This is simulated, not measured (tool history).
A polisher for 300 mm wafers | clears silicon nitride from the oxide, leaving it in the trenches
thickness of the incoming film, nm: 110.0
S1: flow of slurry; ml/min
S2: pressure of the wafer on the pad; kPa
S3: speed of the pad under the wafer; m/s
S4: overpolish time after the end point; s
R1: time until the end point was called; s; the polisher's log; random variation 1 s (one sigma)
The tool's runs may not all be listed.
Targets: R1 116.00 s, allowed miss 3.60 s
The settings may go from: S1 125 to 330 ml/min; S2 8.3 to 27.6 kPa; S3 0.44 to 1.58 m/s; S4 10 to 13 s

run,hour,S1,S2,S3,S4,R1
1,0.0,210,17.9,1.00,13,162.48
2,7.6,210,17.9,1.18,13,139.25
3,8.7,215,18.6,1.18,13,133.13
4,16.7,215,18.6,1.18,10,132.47
5,17.9,180,18.6,1.18,10,136.65
6,18.8,220,18.6,1.18,10,132.86
7,24.2,225,19.3,1.18,10,127.29
8,29.2,230,20.0,1.18,10,126.09
9,38.3,230,20.7,1.18,10,121.08

4 next moves are on the table. One of them brings every result within its allowed miss. Which?
A,47.4,195,19.3,1.32,10,?
B,47.4,265,17.9,1.18,13,?
C,47.4,260,23.4,1.16,10,?
D,47.4,305,24.1,1.16,13,?

move,R1
A,116.92
B,133.64
C,107.99
D,103.61
A: meets every target
B: further off than the last run
C: takes the result that was furthest off past its target
D: takes the result that was furthest off past its target
Move A is the one to make.
